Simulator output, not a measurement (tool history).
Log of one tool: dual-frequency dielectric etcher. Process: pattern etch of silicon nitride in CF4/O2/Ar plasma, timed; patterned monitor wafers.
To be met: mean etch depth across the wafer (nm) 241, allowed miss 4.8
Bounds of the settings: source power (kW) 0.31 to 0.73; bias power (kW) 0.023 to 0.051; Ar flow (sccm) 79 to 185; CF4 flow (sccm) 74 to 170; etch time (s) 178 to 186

| run | hour | source power (kW) | bias power (kW) | Ar flow (sccm) | CF4 flow (sccm) | etch time (s) | mean etch depth across the wafer (nm) |
|---|---|---|---|---|---|---|---|
| 1 | 0 | 0.52 | 0.037 | 132 | 122 | 178 | 311.7 |
| 2 | 2.8 | 0.52 | 0.035 | 132 | 122 | 178 | 305.96 |
| 3 | 6.1 | 0.49 | 0.035 | 132 | 122 | 178 | 291.67 |
| 4 | 14.2 | 0.45 | 0.035 | 132 | 122 | 178 | 275.28 |
| 5 | 16.7 | 0.43 | 0.035 | 132 | 122 | 178 | 268.08 |
| 6 | 19.3 | 0.41 | 0.035 | 132 | 122 | 178 | 257 |
| 7 | 21.6 | 0.4 | 0.035 | 132 | 122 | 178 | 255.47 |
| 8 | 26.2 | 0.39 | 0.035 | 132 | 122 | 178 | 248.23 |

4 next moves are on the table. One of them brings every result within its allowed miss. Which?
| A | 30.8 | 0.39 | 0.039 | 141 | 125 | 180 | ? |
| B | 30.8 | 0.37 | 0.035 | 129 | 133 | 184 | ? |
| C | 30.8 | 0.35 | 0.035 | 133 | 128 | 183.5 | ? |
| D | 30.8 | 0.4 | 0.031 | 119 | 143 | 183 | ? |

| move | mean etch depth across the wafer (nm) |
|---|---|
| A | 257.68 |
| B | 251.78 |
| C | 238.91 |
| D | 261.76 |
A: further off than the last run
B: further off than the last run
C: meets every target
D: further off than the last run
Move C is the one to make.
